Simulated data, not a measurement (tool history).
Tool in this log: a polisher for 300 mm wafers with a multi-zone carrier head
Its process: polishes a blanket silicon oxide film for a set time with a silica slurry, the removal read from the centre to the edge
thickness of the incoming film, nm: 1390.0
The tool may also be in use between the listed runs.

run	hour	flow of slurry (ml/min)	pressure of the head's centre zone	pressure of the head's middle zone	pressure of the head's edge zone	abrasive content of the slurry	polishing time (s)	film removed at the wafer's centre (Å)	film removed at mid-radius (Å)	film removed at the wafer's edge (Å)
1	0.0	150	1.00	1.00	1.00	1.00	35	1804.7	1642.3	1741.5
2	7.5	150	0.99	1.01	1.02	1.05	36	1914.2	1733.4	1849.3
3	11.1	150	0.99	1.01	1.02	1.05	32	1695.8	1509.9	1642.9
4	18.4	150	0.97	1.03	1.04	1.10	33	1761.4	1648.4	1747.6
5	24.8	150	0.97	1.10	1.04	1.10	33	1770.8	1749.2	1765.4
6	30.5	150	0.97	1.10	1.04	1.10	29	1564.7	1580.8	1544.6
7	32.8	165	0.88	1.17	1.14	1.35	39	2139.6	2502.1	2428.8

Forecast run 8:
8	37.0	170	0.88	1.16	1.15	1.35	39	?	?	?

film removed at the wafer's centre (Å): 2176.0
film removed at mid-radius (Å): 2484.9
film removed at the wafer's edge (Å): 2489.4
